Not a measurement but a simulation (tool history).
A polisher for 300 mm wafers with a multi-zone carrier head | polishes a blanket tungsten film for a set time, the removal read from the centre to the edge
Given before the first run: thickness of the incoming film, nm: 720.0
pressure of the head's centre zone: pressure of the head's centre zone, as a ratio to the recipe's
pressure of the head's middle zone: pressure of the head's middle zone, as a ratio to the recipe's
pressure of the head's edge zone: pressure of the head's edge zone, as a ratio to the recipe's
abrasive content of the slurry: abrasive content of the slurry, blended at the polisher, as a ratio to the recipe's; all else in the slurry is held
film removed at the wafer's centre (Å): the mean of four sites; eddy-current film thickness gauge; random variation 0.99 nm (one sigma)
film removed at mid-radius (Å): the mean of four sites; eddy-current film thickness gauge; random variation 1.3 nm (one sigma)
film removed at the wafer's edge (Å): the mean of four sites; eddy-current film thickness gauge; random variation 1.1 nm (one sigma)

| run | hour | flow of slurry (ml/min) | pressure of the head's centre zone | pressure of the head's middle zone | pressure of the head's edge zone | abrasive content of the slurry | polishing time (s) | film removed at the wafer's centre (Å) | film removed at mid-radius (Å) | film removed at the wafer's edge (Å) |
|---|---|---|---|---|---|---|---|---|---|---|
| 1 | 0 | 220 | 1 | 1 | 1 | 1 | 77 | 2371.1 | 2359.4 | 2415.6 |
| 2 | 3.6 | 220 | 1 | 1 | 1 | 1 | 94 | 2898.8 | 2895.3 | 2927 |
| 3 | 9.2 | 210 | 1.01 | 0.94 | 0.97 | 0.85 | 77 | 2279.3 | 2119.3 | 2262 |
| 4 | 9.9 | 210 | 1.01 | 0.94 | 0.97 | 0.75 | 77 | 2188.4 | 2038.3 | 2114.6 |
| 5 | 16.2 | 260 | 1.01 | 0.94 | 0.97 | 0.75 | 77 | 2266.2 | 2126.2 | 2173.1 |
| 6 | 20.6 | 260 | 1.01 | 0.94 | 0.97 | 0.75 | 93 | 2704 | 2549.2 | 2664.5 |
| 7 | 27 | 235 | 1.01 | 0.9 | 0.97 | 0.65 | 78 | 2118.5 | 1933.2 | 2098.8 |
| 8 | 34.5 | 220 | 1.02 | 0.87 | 0.96 | 0.6 | 68 | 1812.1 | 1573.5 | 1751.9 |
| 9 | 39.2 | 205 | 1.02 | 0.85 | 0.95 | 0.55 | 63 | 1591.8 | 1369 | 1538.7 |
| 10 | 41.2 | 185 | 1.02 | 0.84 | 0.94 | 0.55 | 61 | 1518.3 | 1276.2 | 1466.5 |
| 11 | 45.9 | 135 | 1 | 0.81 | 0.85 | 0.5 | 58 | 1255.9 | 1057.8 | 1224.7 |

Forecast run 12:
| 12 | 53.6 | 145 | 1.01 | 0.81 | 0.87 | 0.5 | 57 | ? | ? | ? |

film removed at the wafer's centre (Å): 1274.5
film removed at mid-radius (Å): 1062.5
film removed at the wafer's edge (Å): 1230
